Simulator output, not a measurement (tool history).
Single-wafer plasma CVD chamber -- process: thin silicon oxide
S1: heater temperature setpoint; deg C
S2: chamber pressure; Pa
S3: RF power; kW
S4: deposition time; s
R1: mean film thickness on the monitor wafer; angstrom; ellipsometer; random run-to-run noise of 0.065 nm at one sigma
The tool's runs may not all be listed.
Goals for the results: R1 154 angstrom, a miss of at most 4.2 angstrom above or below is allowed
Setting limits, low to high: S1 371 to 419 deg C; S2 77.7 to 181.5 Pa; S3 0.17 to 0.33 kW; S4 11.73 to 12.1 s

Run 1, day 0: S1 395 deg C, S2 129.6 Pa, S3 0.25 kW, S4 11.73 s. Result: R1 233.86 angstrom.
Run 2, day 0.067: S1 395 deg C, S2 122 Pa, S3 0.24 kW, S4 11.73 s. Result: R1 215.94 angstrom.
Run 3, day 0.383: S1 388 deg C, S2 122 Pa, S3 0.24 kW, S4 11.73 s. Result: R1 215.71 angstrom.
Run 4, day 0.738: S1 388 deg C, S2 115.6 Pa, S3 0.235 kW, S4 11.73 s. Result: R1 202.54 angstrom.
Run 5, day 1.1: S1 388 deg C, S2 115.6 Pa, S3 0.255 kW, S4 11.73 s. Result: R1 209.69 angstrom.
Run 6, day 1.125: S1 388 deg C, S2 115.6 Pa, S3 0.23 kW, S4 11.73 s. Result: R1 201.73 angstrom.
Run 7, day 1.438: S1 389 deg C, S2 89.7 Pa, S3 0.195 kW, S4 11.73 s. Result: R1 138.39 angstrom.
Run 8, day 1.762: S1 389 deg C, S2 91.3 Pa, S3 0.195 kW, S4 11.73 s. Result: R1 140.85 angstrom.
Run 9, day 1.788: S1 389 deg C, S2 107.3 Pa, S3 0.2 kW, S4 11.75 s. Result: R1 175.8 angstrom.
Run 10, day 2.092: S1 390 deg C, S2 106 Pa, S3 0.2 kW, S4 11.75 s. Result: R1 171.71 angstrom.
Run 11, day 2.296: S1 390 deg C, S2 104.7 Pa, S3 0.2 kW, S4 11.75 s. Result: R1 169.84 angstrom.
Run 12, day 2.362: S1 390 deg C, S2 86.8 Pa, S3 0.195 kW, S4 11.73 s. Result: R1 131.86 angstrom.
Run 13, day 2.646: S1 389 deg C, S2 88.4 Pa, S3 0.195 kW, S4 11.73 s. Result: R1 135.48 angstrom.
Run 14, day 2.921: S1 389 deg C, S2 89.9 Pa, S3 0.195 kW, S4 11.73 s. Result: R1 138.23 angstrom.
Run 15, day 3.129: S1 389 deg C, S2 91.1 Pa, S3 0.195 kW, S4 11.73 s. Result: R1 141.69 angstrom.
Run 16, day 3.204: S1 389 deg C, S2 105.7 Pa, S3 0.2 kW, S4 11.74 s. Result: R1 170.85 angstrom.

Consider the 4 candidate settings below. Which is the only one whose results all fall within their allowed miss of target?
Run A, day 3.279: S1 382 deg C, S2 89.7 Pa, S3 0.24 kW, S4 11.82 s. Result: R1 ?.
Run B, day 3.279: S1 389 deg C, S2 102.9 Pa, S3 0.265 kW, S4 11.73 s. Result: R1 ?.
Run C, day 3.279: S1 399 deg C, S2 107.7 Pa, S3 0.21 kW, S4 12.1 s. Result: R1 ?.
Run D, day 3.279: S1 398 deg C, S2 104.3 Pa, S3 0.25 kW, S4 11.79 s. Result: R1 ?.

move      R1
   A   155.1
   B  189.93
   C  184.62
   D  187.94
A: hits every target within its allowed miss
B: its largest miss is bigger than the last run's
C: its largest miss is bigger than the last run's
D: its largest miss is bigger than the last run's
Answer: A
